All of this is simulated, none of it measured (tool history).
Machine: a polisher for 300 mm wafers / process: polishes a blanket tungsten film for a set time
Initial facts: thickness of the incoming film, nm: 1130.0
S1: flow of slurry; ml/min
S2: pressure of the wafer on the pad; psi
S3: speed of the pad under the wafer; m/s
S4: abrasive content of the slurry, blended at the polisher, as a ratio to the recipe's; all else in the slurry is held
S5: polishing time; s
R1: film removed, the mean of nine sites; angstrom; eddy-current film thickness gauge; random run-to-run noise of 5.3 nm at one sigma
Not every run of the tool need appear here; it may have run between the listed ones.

run  hour   S1   S2    S3  S4  S5      R1
  1     0  125  2.8  1.26   1  64  3524.6
  2   1.2  125  3.5  1.26   1  64  4480.4
  3   6.9  135  3.8  1.26   1  64  4832.1
  4  12.9  135    4   1.3   1  64  5306.8
  5    19  135  4.1  1.32   1  64  5459.4
  6  27.3  135  4.4  1.32   1  64    5891

Predict the results of run 7:
  7  34.9  140  4.4  1.34   1  64   ?

Run 7 produced R1 6081.1 angstrom.

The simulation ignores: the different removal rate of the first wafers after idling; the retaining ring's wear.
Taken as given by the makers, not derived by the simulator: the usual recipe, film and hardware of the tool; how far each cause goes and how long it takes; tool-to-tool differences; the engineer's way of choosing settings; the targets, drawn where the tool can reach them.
